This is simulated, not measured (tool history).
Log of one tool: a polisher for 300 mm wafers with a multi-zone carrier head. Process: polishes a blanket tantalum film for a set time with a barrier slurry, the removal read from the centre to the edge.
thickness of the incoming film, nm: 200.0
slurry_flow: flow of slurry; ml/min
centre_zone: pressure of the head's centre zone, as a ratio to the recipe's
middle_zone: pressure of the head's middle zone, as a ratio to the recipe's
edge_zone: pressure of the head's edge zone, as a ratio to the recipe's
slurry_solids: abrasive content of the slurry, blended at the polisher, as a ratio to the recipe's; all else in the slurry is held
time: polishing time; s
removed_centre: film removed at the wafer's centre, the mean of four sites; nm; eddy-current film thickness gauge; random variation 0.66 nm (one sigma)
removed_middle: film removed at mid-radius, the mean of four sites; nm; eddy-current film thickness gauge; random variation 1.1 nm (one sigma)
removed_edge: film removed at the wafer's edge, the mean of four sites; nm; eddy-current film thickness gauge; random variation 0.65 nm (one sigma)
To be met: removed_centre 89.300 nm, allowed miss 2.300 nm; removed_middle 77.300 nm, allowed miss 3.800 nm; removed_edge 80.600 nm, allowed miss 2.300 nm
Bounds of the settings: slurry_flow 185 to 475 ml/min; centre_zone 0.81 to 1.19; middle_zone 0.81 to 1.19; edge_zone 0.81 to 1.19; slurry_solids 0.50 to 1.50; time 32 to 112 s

run	hour	slurry_flow	centre_zone	middle_zone	edge_zone	slurry_solids	time	removed_centre	removed_middle	removed_edge
1	0.0	305	1.00	1.00	1.00	1.00	72	71.886	73.417	68.664
2	3.1	260	1.00	1.00	1.00	1.00	72	70.578	73.083	68.567
3	4.4	260	1.04	0.99	1.04	1.10	72	75.056	75.367	71.301
4	7.8	260	1.04	0.99	1.07	1.10	72	74.181	74.296	70.670
5	16.2	260	1.04	0.99	1.07	1.10	58	60.275	58.512	58.016
6	22.5	265	1.07	0.96	1.09	1.20	62	68.159	64.318	64.360
7	29.3	280	1.09	0.94	1.11	1.30	64	73.333	66.038	67.615
8	36.3	280	1.09	0.94	1.11	1.30	64	73.558	64.502	68.229
9	44.1	285	1.10	0.95	1.12	1.35	66	77.083	70.867	71.427
10	49.0	290	1.12	0.94	1.14	1.40	67	81.629	71.633	73.900
11	51.3	300	1.13	0.94	1.15	1.45	68	84.452	72.203	77.202
12	52.1	330	1.17	1.02	1.18	1.50	68	88.018	79.822	78.403
13	56.7	330	1.17	1.00	1.18	1.50	68	89.907	78.992	78.643
14	58.5	325	1.16	0.99	1.18	1.50	68	88.260	76.671	77.661
# hour 61.4: edge zone pressure recalibrated
15	61.4	325	1.15	0.98	1.18	1.50	69	88.754	74.898	83.363
16	68.9	320	1.15	0.98	1.18	1.50	69	88.130	76.927	84.457
17	72.6	320	1.16	0.98	1.18	1.50	69	89.092	77.828	83.782
18	75.0	325	1.16	0.98	1.17	1.50	69	88.869	75.496	82.842
19	81.2	320	1.16	0.98	1.17	1.50	69	88.557	75.376	84.215
20	85.9	330	1.16	0.99	1.18	1.50	69	90.215	77.424	83.838
21	93.3	325	1.16	0.99	1.18	1.50	69	89.494	77.876	83.379

Which of these 5 next moves meets every target?
A	100.7	335	1.14	0.91	1.18	1.50	71	?	?	?
B	100.7	320	1.17	0.99	1.15	1.50	68	?	?	?
C	100.7	475	1.08	0.92	1.19	1.50	70	?	?	?
D	100.7	315	1.11	1.00	1.18	1.50	74	?	?	?
E	100.7	360	1.14	0.91	1.17	1.40	73	?	?	?

move	removed_centre	removed_middle	removed_edge
A	90.672	74.877	86.798
B	88.768	76.615	81.775
C	87.182	76.524	87.687
D	91.465	83.980	89.955
E	92.444	76.290	87.951
A: further off than the last run
B: meets every target
C: further off than the last run
D: further off than the last run
E: further off than the last run
The right move is B.
